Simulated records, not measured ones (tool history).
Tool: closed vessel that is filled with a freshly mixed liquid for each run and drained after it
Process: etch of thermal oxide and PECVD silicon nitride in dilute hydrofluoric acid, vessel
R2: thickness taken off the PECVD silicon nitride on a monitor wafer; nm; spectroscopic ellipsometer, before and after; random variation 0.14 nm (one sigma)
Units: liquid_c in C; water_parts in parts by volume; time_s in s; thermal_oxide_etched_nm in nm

{"run": 1, "day": 0.0, "liquid_c": 24.0, "water_parts": 275, "time_s": 665, "thermal_oxide_etched_nm": 9.0609, "R2": 9.1809}
{"run": 2, "day": 0.196, "liquid_c": 24.5, "water_parts": 230, "time_s": 650, "thermal_oxide_etched_nm": 11.325, "R2": 10.965}
{"run": 3, "day": 0.521, "liquid_c": 25.0, "water_parts": 200, "time_s": 635, "thermal_oxide_etched_nm": 13.36, "R2": 12.727}
{"run": 4, "day": 0.775, "liquid_c": 25.0, "water_parts": 200, "time_s": 780, "thermal_oxide_etched_nm": 16.332, "R2": 15.662}
{"run": 5, "day": 0.967, "liquid_c": 25.0, "water_parts": 200, "time_s": 1035, "thermal_oxide_etched_nm": 21.772, "R2": 20.733}
{"run": 6, "day": 1.258, "liquid_c": 25.0, "water_parts": 200, "time_s": 835, "thermal_oxide_etched_nm": 17.576, "R2": 16.897}
{"run": 7, "day": 1.392, "liquid_c": 25.0, "water_parts": 185, "time_s": 815, "thermal_oxide_etched_nm": 18.611, "R2": 17.775}
{"run": 8, "day": 1.512, "liquid_c": 24.5, "water_parts": 170, "time_s": 805, "thermal_oxide_etched_nm": 20.096, "R2": 18.741}

Forecast run 9:
{"run": 9, "day": 1.871, "liquid_c": 24.0, "water_parts": 165, "time_s": 800, "thermal_oxide_etched_nm": "?", "R2": "?"}

Run 9 gave thermal_oxide_etched_nm 20.5020 nm, R2 18.3100 nm.
